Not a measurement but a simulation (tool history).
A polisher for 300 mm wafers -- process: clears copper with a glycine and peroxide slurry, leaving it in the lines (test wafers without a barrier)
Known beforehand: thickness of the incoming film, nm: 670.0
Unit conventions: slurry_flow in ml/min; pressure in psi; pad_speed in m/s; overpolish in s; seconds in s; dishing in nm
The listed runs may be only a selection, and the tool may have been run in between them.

run  hour  slurry_flow  pressure  pad_speed  overpolish  seconds  dishing
  1     0          120       2.6       1.28          22   93.043   91.788
  2   7.3          115       2.4       1.28          22   98.929   87.689
  3   9.8          110       2.2       1.28          22   105.32   82.018
  4  14.6          110       2.2       1.46          22   99.908   87.233
  5  15.4          110       2.2       1.46          28   99.239   98.382
  6  18.1          110       2.2       1.46          24   97.823   92.824
  7  25.9          105         2       1.46          24   108.82     85.4

Estimate the outcome of run 8 from the log above:
  8  26.8          100       1.9       1.46          24        ?        ?

seconds: 114.55 s
dishing: 81.393 nm

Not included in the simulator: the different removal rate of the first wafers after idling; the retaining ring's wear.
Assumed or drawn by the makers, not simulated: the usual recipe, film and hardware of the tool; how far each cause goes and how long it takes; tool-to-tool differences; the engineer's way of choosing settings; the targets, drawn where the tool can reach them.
